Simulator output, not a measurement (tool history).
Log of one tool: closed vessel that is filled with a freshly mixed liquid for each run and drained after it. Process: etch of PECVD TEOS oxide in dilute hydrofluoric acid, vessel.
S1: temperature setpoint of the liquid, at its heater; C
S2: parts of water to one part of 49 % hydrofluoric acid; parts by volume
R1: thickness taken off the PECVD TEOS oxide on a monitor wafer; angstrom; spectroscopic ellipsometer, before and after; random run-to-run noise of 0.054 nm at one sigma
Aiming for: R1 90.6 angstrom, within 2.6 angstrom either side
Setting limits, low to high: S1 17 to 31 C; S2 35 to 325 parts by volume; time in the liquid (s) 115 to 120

run 1 hour=0 | S1=23 S2=180 time_in_the_liquid_(s)=115 | R1=113.28
run 2 hour=4.6 | S1=23 S2=150 time_in_the_liquid_(s)=115 | R1=140.07
run 3 hour=6.7 | S1=21.5 S2=160 time_in_the_liquid_(s)=115 | R1=123.05
run 4 hour=11.6 | S1=20 S2=160 time_in_the_liquid_(s)=115 | R1=115.79
run 5 hour=16.7 | S1=20 S2=160 time_in_the_liquid_(s)=120 | R1=122.08
run 6 hour=19.3 | S1=19 S2=165 time_in_the_liquid_(s)=120 | R1=111.33
run 7 hour=24.7 | S1=18.5 S2=170 time_in_the_liquid_(s)=120 | R1=105.31
run 8 hour=29.4 | S1=18 S2=175 time_in_the_liquid_(s)=120 | R1=101.13
run 9 hour=34.3 | S1=17.5 S2=180 time_in_the_liquid_(s)=120 | R1=96.736

Which of these 5 next moves meets every target?
run A hour=39.2 | S1=19 S2=170 time_in_the_liquid_(s)=120 | R1=?
run B hour=39.2 | S1=19 S2=190 time_in_the_liquid_(s)=115 | R1=?
run C hour=39.2 | S1=17 S2=160 time_in_the_liquid_(s)=115 | R1=?
run D hour=39.2 | S1=18.5 S2=180 time_in_the_liquid_(s)=120 | R1=?
run E hour=39.2 | S1=17 S2=170 time_in_the_liquid_(s)=115 | R1=?

move=A R1=108.39
move=B R1=91.134
move=C R1=102.83
move=D R1=99.376
move=E R1=95.862
A: lands further from the targets than the last run did
B: every result within its allowed miss
C: lands further from the targets than the last run did
D: lands further from the targets than the last run did
E: gains on the last run, yet a result remains outside its allowed miss
The right move is B.
